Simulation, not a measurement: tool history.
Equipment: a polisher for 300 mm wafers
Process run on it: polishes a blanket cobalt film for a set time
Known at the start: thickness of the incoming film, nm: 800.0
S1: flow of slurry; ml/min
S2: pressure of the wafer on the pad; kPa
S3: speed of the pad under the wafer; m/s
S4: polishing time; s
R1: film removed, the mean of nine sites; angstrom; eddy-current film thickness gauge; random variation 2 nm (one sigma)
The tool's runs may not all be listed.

{"run": 1, "hour": 0.0, "S1": 145, "S2": 9.7, "S3": 1.2, "S4": 79, "R1": 3377.6}
{"run": 2, "hour": 7.8, "S1": 145, "S2": 9.7, "S3": 1.46, "S4": 79, "R1": 4187.1}
{"run": 3, "hour": 10.9, "S1": 145, "S2": 9.7, "S3": 1.26, "S4": 79, "R1": 3588.1}
{"run": 4, "hour": 13.4, "S1": 145, "S2": 8.3, "S3": 1.26, "S4": 79, "R1": 3057.6}
{"run": 5, "hour": 17.3, "S1": 145, "S2": 8.3, "S3": 1.4, "S4": 79, "R1": 3352.3}
{"run": 6, "hour": 25.2, "S1": 140, "S2": 7.6, "S3": 1.4, "S4": 79, "R1": 3118.6}
{"run": 7, "hour": 28.2, "S1": 135, "S2": 6.9, "S3": 1.4, "S4": 79, "R1": 2773.0}
{"run": 8, "hour": 31.7, "S1": 125, "S2": 6.9, "S3": 1.4, "S4": 79, "R1": 2760.2}
{"run": 9, "hour": 36.6, "S1": 120, "S2": 6.9, "S3": 1.4, "S4": 79, "R1": 2781.2}
{"run": 10, "hour": 41.1, "S1": 115, "S2": 6.2, "S3": 1.4, "S4": 79, "R1": 2469.7}

For run 11, what comes out?
{"run": 11, "hour": 49.5, "S1": 110, "S2": 6.2, "S3": 1.4, "S4": 79, "R1": "?"}

{"run 11": {"R1": 2500.7}}
